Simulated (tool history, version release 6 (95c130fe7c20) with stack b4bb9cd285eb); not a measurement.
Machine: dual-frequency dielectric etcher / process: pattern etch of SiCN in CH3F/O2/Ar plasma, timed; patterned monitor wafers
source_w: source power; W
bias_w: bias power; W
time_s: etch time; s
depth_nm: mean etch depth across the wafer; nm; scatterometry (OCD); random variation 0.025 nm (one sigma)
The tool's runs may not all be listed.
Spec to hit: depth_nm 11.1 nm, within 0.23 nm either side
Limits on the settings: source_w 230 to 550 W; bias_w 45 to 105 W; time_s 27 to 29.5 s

| run | day | source_w | bias_w | time_s | depth_nm |
|---|---|---|---|---|---|
| 1 | 0 | 390 | 75 | 29.5 | 10.425 |
| 2 | 0.033 | 360 | 75 | 29.5 | 10.186 |
| 3 | 0.292 | 380 | 76 | 29.5 | 10.423 |
| 4 | 0.496 | 380 | 76 | 27 | 9.4835 |
| 5 | 0.633 | 380 | 83 | 27 | 9.7238 |
| 6 | 0.938 | 380 | 70 | 27 | 9.3247 |
| 7 | 1.183 | 410 | 73 | 27 | 9.6305 |
| 8 | 1.517 | 430 | 78 | 27 | 9.9164 |

Which of these 4 next moves meets every target?
| A | 1.85 | 520 | 78 | 27 | ? |
| B | 1.85 | 350 | 78 | 27 | ? |
| C | 1.85 | 400 | 96 | 29 | ? |
| D | 1.85 | 420 | 79 | 28.5 | ? |

| move | depth_nm |
|---|---|
| A | 10.558 |
| B | 9.332 |
| C | 11.058 |
| D | 10.45 |
A: moves toward the targets from the last run without getting all of them in spec
B: misses by more than the last run did
C: each result inside its tolerance
D: moves toward the targets from the last run without getting all of them in spec
Go with C: it meets all targets.
